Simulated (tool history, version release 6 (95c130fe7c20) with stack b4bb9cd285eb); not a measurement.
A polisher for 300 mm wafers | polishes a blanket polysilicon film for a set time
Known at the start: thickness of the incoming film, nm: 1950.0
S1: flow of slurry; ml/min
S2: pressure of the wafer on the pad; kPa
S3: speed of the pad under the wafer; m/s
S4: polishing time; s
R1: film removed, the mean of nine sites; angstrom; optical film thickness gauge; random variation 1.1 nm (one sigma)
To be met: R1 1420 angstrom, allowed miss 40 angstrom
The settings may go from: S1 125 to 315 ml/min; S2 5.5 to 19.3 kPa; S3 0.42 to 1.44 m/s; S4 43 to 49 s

run,hour,S1,S2,S3,S4,R1
1,0,205,12.4,0.92,49,2212.3
2,6.2,205,12.4,1.06,49,2536
3,14.4,230,12.4,1.06,49,2600.4
4,18.8,220,10.3,1.06,49,2251.8
5,23.2,210,9,1.02,49,1936
6,23.8,200,7.6,1,49,1677
7,25.5,190,6.9,1,49,1555
8,32.6,175,6.9,1,49,1543
9,38.6,165,6.9,1,49,1518.5
# hour 44.6: worn pad replaced by a new one
10,44.6,160,6.9,1,49,1588.9
11,51,160,6.2,1,49,1502.2

Which of these 5 next moves meets every target?
A,57.4,175,6.2,1.06,49,?
B,57.4,155,6.2,1.12,45,?
C,57.4,160,6.2,1,47,?
D,57.4,170,7.6,1,44,?
E,57.4,185,7.6,0.88,48,?

move,R1
A,1584.9
B,1502.1
C,1413.6
D,1529
E,1494.4
A: further off than the last run
B: as far off as the last run
C: meets every target
D: further off than the last run
E: nearer than the last run, and not there yet
Answer: C
